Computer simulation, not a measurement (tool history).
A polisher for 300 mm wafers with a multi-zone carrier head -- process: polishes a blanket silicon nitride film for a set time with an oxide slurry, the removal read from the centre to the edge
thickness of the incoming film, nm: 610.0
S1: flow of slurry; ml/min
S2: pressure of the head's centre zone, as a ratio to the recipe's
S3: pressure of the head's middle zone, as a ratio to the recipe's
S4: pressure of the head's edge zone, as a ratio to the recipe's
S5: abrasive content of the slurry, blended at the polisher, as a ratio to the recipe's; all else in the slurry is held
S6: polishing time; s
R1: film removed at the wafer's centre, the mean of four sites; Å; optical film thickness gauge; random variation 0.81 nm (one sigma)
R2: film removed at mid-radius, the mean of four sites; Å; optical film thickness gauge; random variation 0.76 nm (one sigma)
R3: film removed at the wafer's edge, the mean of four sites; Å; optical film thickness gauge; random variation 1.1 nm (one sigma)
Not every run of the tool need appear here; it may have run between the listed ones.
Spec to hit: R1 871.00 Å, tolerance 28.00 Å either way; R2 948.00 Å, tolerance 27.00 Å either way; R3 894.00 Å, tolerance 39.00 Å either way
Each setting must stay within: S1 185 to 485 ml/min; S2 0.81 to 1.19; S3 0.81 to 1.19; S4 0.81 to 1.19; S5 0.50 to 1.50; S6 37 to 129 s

run,hour,S1,S2,S3,S4,S5,S6,R1,R2,R3
1,0.0,310,1.00,1.00,1.00,1.00,83,603.14,612.48,609.40
2,7.3,310,1.00,1.00,1.00,1.00,94,682.05,675.12,682.78
3,9.3,315,1.01,1.04,1.04,1.10,94,719.38,725.45,708.60
4,17.7,315,1.01,0.97,1.04,1.10,94,712.62,709.19,709.27
5,24.3,315,1.01,0.97,1.04,1.10,111,839.04,827.02,835.68
6,32.1,315,1.01,0.97,1.04,1.10,96,738.53,711.06,724.60
7,34.9,310,0.99,1.00,1.05,1.20,98,755.30,767.10,753.00
8,42.6,315,0.98,1.01,1.08,1.30,100,793.64,807.13,841.87
9,44.3,325,0.98,1.06,1.07,1.35,100,805.71,845.84,834.26

4 candidate next runs follow, results not yet known. Just one meets every target within its allowed miss. Identify it.
A,46.0,350,0.95,1.10,1.02,1.45,106,?,?,?
B,46.0,360,1.01,1.06,1.09,1.45,102,?,?,?
C,46.0,355,1.04,1.18,1.01,1.45,98,?,?,?
D,46.0,305,1.01,0.97,1.19,1.10,105,?,?,?

move,R1,R2,R3
A,877.23,936.47,883.70
B,880.23,887.21,880.72
C,861.24,897.07,813.41
D,803.43,778.69,846.41
A: every result within its allowed miss
B: gains on the last run, yet a result remains outside its allowed miss
C: gains on the last run, yet a result remains outside its allowed miss
D: misses by more than the last run did
Answer: A

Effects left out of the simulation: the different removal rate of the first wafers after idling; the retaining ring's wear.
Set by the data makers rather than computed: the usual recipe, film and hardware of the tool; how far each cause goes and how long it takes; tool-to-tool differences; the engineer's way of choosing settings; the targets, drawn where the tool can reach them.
